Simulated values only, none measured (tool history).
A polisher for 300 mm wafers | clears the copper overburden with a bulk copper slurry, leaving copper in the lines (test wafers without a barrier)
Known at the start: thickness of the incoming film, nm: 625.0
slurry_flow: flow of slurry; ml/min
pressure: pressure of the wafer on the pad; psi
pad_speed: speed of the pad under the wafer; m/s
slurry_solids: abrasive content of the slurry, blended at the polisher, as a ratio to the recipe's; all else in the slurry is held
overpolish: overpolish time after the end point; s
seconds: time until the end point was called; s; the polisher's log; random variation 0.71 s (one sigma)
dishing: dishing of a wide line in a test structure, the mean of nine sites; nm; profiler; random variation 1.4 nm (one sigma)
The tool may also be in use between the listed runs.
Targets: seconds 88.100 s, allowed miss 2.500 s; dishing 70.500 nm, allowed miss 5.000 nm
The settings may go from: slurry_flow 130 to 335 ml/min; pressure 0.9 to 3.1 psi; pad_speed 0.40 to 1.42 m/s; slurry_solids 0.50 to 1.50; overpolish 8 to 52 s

run 1 day=0.000 | slurry_flow=215 pressure=2.0 pad_speed=0.90 slurry_solids=1.00 overpolish=26 | seconds=112.730 dishing=80.745
run 2 day=0.346 | slurry_flow=220 pressure=2.1 pad_speed=0.90 slurry_solids=1.00 overpolish=24 | seconds=108.330 dishing=78.461
run 3 day=0.458 | slurry_flow=220 pressure=2.1 pad_speed=0.74 slurry_solids=1.00 overpolish=24 | seconds=129.990 dishing=67.476
run 4 day=0.742 | slurry_flow=220 pressure=2.1 pad_speed=0.94 slurry_solids=1.00 overpolish=24 | seconds=101.600 dishing=75.182
run 5 day=0.850 | slurry_flow=225 pressure=2.1 pad_speed=0.94 slurry_solids=1.00 overpolish=23 | seconds=101.280 dishing=78.027
run 6 day=1.062 | slurry_flow=200 pressure=2.1 pad_speed=0.94 slurry_solids=1.00 overpolish=23 | seconds=103.760 dishing=77.111
run 7 day=1.271 | slurry_flow=210 pressure=2.1 pad_speed=0.94 slurry_solids=1.00 overpolish=22 | seconds=102.250 dishing=75.752
run 8 day=1.392 | slurry_flow=270 pressure=2.3 pad_speed=0.94 slurry_solids=1.00 overpolish=14 | seconds=91.700 dishing=58.611
run 9 day=1.692 | slurry_flow=270 pressure=2.3 pad_speed=0.94 slurry_solids=1.00 overpolish=15 | seconds=91.395 dishing=62.414
run 10 day=1.758 | slurry_flow=280 pressure=2.4 pad_speed=0.94 slurry_solids=1.00 overpolish=19 | seconds=87.352 dishing=76.107

Which of these 5 next moves meets every target?
run A day=1.825 | slurry_flow=265 pressure=2.5 pad_speed=0.94 slurry_solids=0.85 overpolish=23 | seconds=? dishing=?
run B day=1.825 | slurry_flow=265 pressure=2.4 pad_speed=0.94 slurry_solids=0.85 overpolish=16 | seconds=? dishing=?
run C day=1.825 | slurry_flow=260 pressure=2.2 pad_speed=1.04 slurry_solids=1.00 overpolish=21 | seconds=? dishing=?
run D day=1.825 | slurry_flow=255 pressure=2.6 pad_speed=0.88 slurry_solids=1.10 overpolish=23 | seconds=? dishing=?
run E day=1.825 | slurry_flow=270 pressure=2.1 pad_speed=1.08 slurry_solids=0.95 overpolish=17 | seconds=? dishing=?

move=A seconds=90.006 dishing=88.692
move=B seconds=93.639 dishing=66.732
move=C seconds=87.783 dishing=83.638
move=D seconds=85.440 dishing=92.130
move=E seconds=89.619 dishing=71.058
A: further off than the last run
B: brings the result that was furthest off to its target, and leaves another outside
C: further off than the last run
D: further off than the last run
E: meets every target
Move E is the one to make.
